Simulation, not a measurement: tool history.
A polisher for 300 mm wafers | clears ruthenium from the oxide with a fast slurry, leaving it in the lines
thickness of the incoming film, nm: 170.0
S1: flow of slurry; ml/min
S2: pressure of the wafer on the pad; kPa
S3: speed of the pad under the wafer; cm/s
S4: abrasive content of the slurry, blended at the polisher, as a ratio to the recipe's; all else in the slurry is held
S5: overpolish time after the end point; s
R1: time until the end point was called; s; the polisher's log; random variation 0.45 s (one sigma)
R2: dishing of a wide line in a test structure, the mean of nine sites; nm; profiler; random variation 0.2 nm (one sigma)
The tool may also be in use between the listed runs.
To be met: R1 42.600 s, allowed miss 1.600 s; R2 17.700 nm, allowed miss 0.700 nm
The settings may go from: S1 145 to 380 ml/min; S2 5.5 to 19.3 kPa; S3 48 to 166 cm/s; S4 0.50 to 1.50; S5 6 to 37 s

run 1 hour=0.0 | S1=245 S2=12.4 S3=106 S4=1.00 S5=19 | R1=55.198 R2=16.526
run 2 hour=6.8 | S1=245 S2=12.4 S3=132 S4=1.00 S5=19 | R1=44.423 R2=16.730
run 3 hour=9.9 | S1=245 S2=12.4 S3=106 S4=1.00 S5=19 | R1=56.094 R2=16.669
run 4 hour=16.6 | S1=245 S2=13.1 S3=106 S4=1.00 S5=19 | R1=53.525 R2=16.362
-- hour=20.8 worn pad replaced by a new one
run 5 hour=20.8 | S1=245 S2=13.8 S3=106 S4=1.00 S5=20 | R1=48.252 R2=17.000
run 6 hour=28.2 | S1=245 S2=13.8 S3=106 S4=0.85 S5=20 | R1=52.371 R2=16.911
run 7 hour=33.1 | S1=245 S2=14.5 S3=106 S4=0.85 S5=20 | R1=50.599 R2=16.923
run 8 hour=39.9 | S1=245 S2=15.9 S3=106 S4=0.85 S5=21 | R1=47.506 R2=17.173
run 9 hour=47.0 | S1=245 S2=16.5 S3=106 S4=0.85 S5=22 | R1=45.950 R2=17.418
run 10 hour=55.4 | S1=245 S2=17.2 S3=106 S4=0.85 S5=22 | R1=44.566 R2=17.675

4 next moves are on the table. One of them brings every result within its allowed miss. Which?
run A hour=63.8 | S1=245 S2=17.9 S3=106 S4=1.10 S5=11 | R1=? R2=?
run B hour=63.8 | S1=270 S2=17.2 S3=102 S4=0.80 S5=26 | R1=? R2=?
run C hour=63.8 | S1=245 S2=15.2 S3=120 S4=0.90 S5=25 | R1=? R2=?
run D hour=63.8 | S1=290 S2=16.5 S3=120 S4=0.65 S5=24 | R1=? R2=?

move=A R1=37.381 R2=15.874
move=B R1=46.653 R2=17.358
move=C R1=41.657 R2=17.419
move=D R1=46.366 R2=17.281
A: takes the result that was furthest off past its target
B: further off than the last run
C: meets every target
D: further off than the last run
Move C is the one to make.

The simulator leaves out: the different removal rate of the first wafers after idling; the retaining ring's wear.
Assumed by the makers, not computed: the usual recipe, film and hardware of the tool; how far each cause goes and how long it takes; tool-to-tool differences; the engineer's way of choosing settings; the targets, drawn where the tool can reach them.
